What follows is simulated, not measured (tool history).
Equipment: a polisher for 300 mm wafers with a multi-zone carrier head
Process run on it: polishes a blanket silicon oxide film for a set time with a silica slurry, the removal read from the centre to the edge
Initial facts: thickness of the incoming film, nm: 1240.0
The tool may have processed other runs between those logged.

run,hour,flow of slurry (ml/min),pressure of the head's centre zone,pressure of the head's middle zone,pressure of the head's edge zone,abrasive content of the slurry,polishing time (s),film removed at the wafer's centre (nm),film removed at mid-radius (nm),film removed at the wafer's edge (nm)
1,0.0,280,1.00,1.00,1.00,1.00,55,173.05,167.83,175.29
2,8.2,280,1.00,1.01,0.97,0.85,54,156.49,158.95,155.56
3,11.7,280,1.00,1.05,0.97,0.85,54,158.49,165.45,154.61
4,18.8,335,1.00,1.05,0.97,0.85,54,158.84,169.29,158.20
5,21.4,325,1.00,1.02,0.94,0.75,54,153.50,151.29,147.92
6,26.6,320,0.98,1.02,0.91,0.70,54,139.16,150.20,138.20

What does the tool deliver on the next run?
7,27.8,315,0.98,1.00,0.88,0.70,54,?,?,?

Run 7 yielded film removed at the wafer's centre (nm) 142.11, film removed at mid-radius (nm) 145.89, film removed at the wafer's edge (nm) 138.03.
